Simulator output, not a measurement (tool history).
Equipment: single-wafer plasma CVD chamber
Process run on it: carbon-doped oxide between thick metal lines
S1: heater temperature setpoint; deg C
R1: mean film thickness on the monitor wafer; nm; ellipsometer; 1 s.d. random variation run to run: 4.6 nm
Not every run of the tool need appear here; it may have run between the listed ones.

Run 1, hour 0: S1 370 deg C, chamber pressure (Torr) 5.57, RF power (kW) 0.475, deposition time (s) 249. Result: R1 1192.5 nm.
Run 2, hour 6: S1 370 deg C, chamber pressure (Torr) 5.57, RF power (kW) 0.54, deposition time (s) 249. Result: R1 1279.8 nm.
Run 3, hour 9.6: S1 370 deg C, chamber pressure (Torr) 5.57, RF power (kW) 0.595, deposition time (s) 249. Result: R1 1348.3 nm.
Run 4, hour 14.4: S1 370 deg C, chamber pressure (Torr) 5.57, RF power (kW) 0.56, deposition time (s) 249. Result: R1 1316.1 nm.
Run 5, hour 23.3: S1 370 deg C, chamber pressure (Torr) 5.57, RF power (kW) 0.56, deposition time (s) 257. Result: R1 1338 nm.
Run 6, hour 29.5: S1 379 deg C, chamber pressure (Torr) 5.57, RF power (kW) 0.56, deposition time (s) 257. Result: R1 1317.4 nm.
Run 7, hour 34.6: S1 381 deg C, chamber pressure (Torr) 5.21, RF power (kW) 0.53, deposition time (s) 256. Result: R1 1258.3 nm.
Run 8, hour 38.7: S1 383 deg C, chamber pressure (Torr) 4.98, RF power (kW) 0.505, deposition time (s) 255. Result: R1 1202.9 nm.

What does the tool deliver on the next run?
Run 9, hour 39.7: S1 386 deg C, chamber pressure (Torr) 4.07, RF power (kW) 0.445, deposition time (s) 254. Result: R1 ?.

{"run 9": {"R1": 1079.8}}

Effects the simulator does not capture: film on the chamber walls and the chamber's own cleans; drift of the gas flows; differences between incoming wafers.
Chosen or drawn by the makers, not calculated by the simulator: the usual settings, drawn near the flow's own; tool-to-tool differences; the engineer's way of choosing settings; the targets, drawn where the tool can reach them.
